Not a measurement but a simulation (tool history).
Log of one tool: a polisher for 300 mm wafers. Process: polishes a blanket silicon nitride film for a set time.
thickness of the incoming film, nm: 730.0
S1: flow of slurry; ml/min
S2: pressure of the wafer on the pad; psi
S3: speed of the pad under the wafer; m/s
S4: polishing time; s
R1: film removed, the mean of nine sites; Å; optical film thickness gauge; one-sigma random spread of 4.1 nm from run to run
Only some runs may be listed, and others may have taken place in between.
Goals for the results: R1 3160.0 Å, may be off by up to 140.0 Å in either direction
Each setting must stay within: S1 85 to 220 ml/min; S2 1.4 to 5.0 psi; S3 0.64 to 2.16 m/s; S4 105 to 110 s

run,hour,S1,S2,S3,S4,R1
1,0.0,140,3.2,1.40,105,2293.7
2,4.2,140,3.2,1.28,105,2155.3
3,9.7,120,3.2,1.28,105,2103.3
4,16.2,120,3.2,1.44,105,2285.2
5,18.0,120,2.7,1.44,105,1985.1
6,20.0,120,2.9,1.44,105,2081.9
7,24.0,135,3.8,1.50,105,2935.7
8,24.9,140,3.9,1.50,105,2970.7

Of the 4 settings listed for the next run, only one would bring every result within its allowed miss of target. Which one?
A,25.8,175,4.0,1.48,108,?
B,25.8,140,3.6,1.42,110,?
C,25.8,120,3.5,1.64,109,?
D,25.8,160,3.6,1.54,109,?

move,R1
A,3148.2
B,2722.9
C,2886.0
D,2928.0
A: all results in spec
B: its largest miss is bigger than the last run's
C: its largest miss is bigger than the last run's
D: its largest miss is bigger than the last run's
The right move is A.
